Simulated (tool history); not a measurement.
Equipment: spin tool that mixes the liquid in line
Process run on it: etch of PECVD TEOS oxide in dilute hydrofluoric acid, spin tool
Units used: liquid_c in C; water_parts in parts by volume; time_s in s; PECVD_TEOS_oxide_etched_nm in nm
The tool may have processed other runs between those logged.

run	hour	liquid_c	water_parts	time_s	PECVD_TEOS_oxide_etched_nm
1	0.0	22.0	230	260	9.0250
2	3.9	22.0	150	260	14.7120
3	7.2	22.0	150	280	16.0340
4	14.0	21.5	180	280	12.8100
5	14.8	21.0	200	280	11.1020
6	18.3	20.5	215	280	10.0080
7	25.8	20.0	230	280	9.0135
8	28.0	19.5	240	280	8.2172
9	30.1	19.0	250	280	7.8529
10	32.5	18.5	260	280	7.3157
11	34.1	18.5	260	280	7.2953
12	36.2	18.5	270	280	6.9868
13	38.0	18.5	280	280	6.6820
14	40.3	18.5	285	280	6.5783
15	42.4	18.5	290	280	6.3366
16	49.5	18.5	295	280	6.2816
17	50.1	18.5	300	280	6.1278
18	50.9	18.5	305	280	6.0134

For run 19, what comes out?
19	58.9	18.5	305	280	?

PECVD_TEOS_oxide_etched_nm: 5.9872 nm
